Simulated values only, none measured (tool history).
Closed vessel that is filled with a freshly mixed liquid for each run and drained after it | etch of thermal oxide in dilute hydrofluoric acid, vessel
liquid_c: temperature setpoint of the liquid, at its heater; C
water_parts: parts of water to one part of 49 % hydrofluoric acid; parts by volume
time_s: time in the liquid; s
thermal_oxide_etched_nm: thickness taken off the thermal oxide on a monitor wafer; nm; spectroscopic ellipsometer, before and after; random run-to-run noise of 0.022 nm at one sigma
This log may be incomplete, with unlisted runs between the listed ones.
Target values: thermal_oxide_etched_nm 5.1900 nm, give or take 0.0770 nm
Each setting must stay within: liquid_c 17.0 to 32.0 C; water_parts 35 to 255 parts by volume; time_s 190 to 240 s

| run | hour | liquid_c | water_parts | time_s | thermal_oxide_etched_nm |
|---|---|---|---|---|---|
| 1 | 0.0 | 24.0 | 145 | 240 | 7.2149 |
| 2 | 4.8 | 26.5 | 145 | 240 | 7.9845 |
| 3 | 12.4 | 23.5 | 145 | 240 | 7.0754 |
| 4 | 19.7 | 25.0 | 145 | 240 | 7.5451 |
| 5 | 29.1 | 22.5 | 145 | 240 | 6.8695 |
| 6 | 38.3 | 20.0 | 145 | 240 | 6.1948 |
| 7 | 40.2 | 19.0 | 150 | 240 | 5.7220 |
| 8 | 42.8 | 18.5 | 150 | 240 | 5.5790 |
| 9 | 47.7 | 18.0 | 150 | 240 | 5.4611 |
| 10 | 49.1 | 17.5 | 150 | 240 | 5.3651 |
| 11 | 55.9 | 17.0 | 150 | 240 | 5.2711 |
| 12 | 61.2 | 17.0 | 150 | 225 | 4.9576 |
| 13 | 64.3 | 17.5 | 150 | 225 | 5.0560 |

Which one of the following 4 next-run settings gets every result inside its allowed miss? There is exactly one.
| A | 67.4 | 17.0 | 135 | 200 | ? |
| B | 67.4 | 17.5 | 150 | 240 | ? |
| C | 67.4 | 17.0 | 130 | 200 | ? |
| D | 67.4 | 21.0 | 170 | 225 | ? |

| move | thermal_oxide_etched_nm |
|---|---|
| A | 4.9357 |
| B | 5.3613 |
| C | 5.1510 |
| D | 4.9967 |
A: lands further from the targets than the last run did
B: takes the result that was furthest off past its target
C: every result within its allowed miss
D: lands further from the targets than the last run did
Go with C: it meets all targets.
